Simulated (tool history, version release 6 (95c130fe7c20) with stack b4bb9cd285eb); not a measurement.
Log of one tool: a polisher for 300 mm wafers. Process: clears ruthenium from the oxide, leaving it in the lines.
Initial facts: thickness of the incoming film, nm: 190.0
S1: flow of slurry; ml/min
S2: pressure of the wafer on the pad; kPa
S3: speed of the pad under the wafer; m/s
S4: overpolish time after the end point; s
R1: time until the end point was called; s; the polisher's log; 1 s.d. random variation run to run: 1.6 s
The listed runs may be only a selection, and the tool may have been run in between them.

Run 1, hour 0: S1 300 ml/min, S2 17.2 kPa, S3 1.18 m/s, S4 6 s. Result: R1 138.08 s.
Run 2, hour 3.7: S1 300 ml/min, S2 20 kPa, S3 1.18 m/s, S4 6 s. Result: R1 120.14 s.
Run 3, hour 12.4: S1 300 ml/min, S2 17.2 kPa, S3 1.18 m/s, S4 6 s. Result: R1 137.51 s.
Run 4, hour 15.2: S1 300 ml/min, S2 17.2 kPa, S3 1.18 m/s, S4 6 s. Result: R1 138.21 s.
Run 5, hour 21.4: S1 300 ml/min, S2 15.2 kPa, S3 1.18 m/s, S4 6 s. Result: R1 157.95 s.
Run 6, hour 28.2: S1 300 ml/min, S2 14.5 kPa, S3 1.18 m/s, S4 6 s. Result: R1 165.18 s.
Run 7, hour 31.6: S1 300 ml/min, S2 13.8 kPa, S3 1.18 m/s, S4 6 s. Result: R1 172.11 s.
Run 8, hour 37.1: S1 300 ml/min, S2 13.1 kPa, S3 1.18 m/s, S4 6 s. Result: R1 179.75 s.

Forecast run 9:
Run 9, hour 43.5: S1 295 ml/min, S2 11.7 kPa, S3 1.18 m/s, S4 6 s. Result: R1 ?.

Logged for run 9: R1 202.19 s.

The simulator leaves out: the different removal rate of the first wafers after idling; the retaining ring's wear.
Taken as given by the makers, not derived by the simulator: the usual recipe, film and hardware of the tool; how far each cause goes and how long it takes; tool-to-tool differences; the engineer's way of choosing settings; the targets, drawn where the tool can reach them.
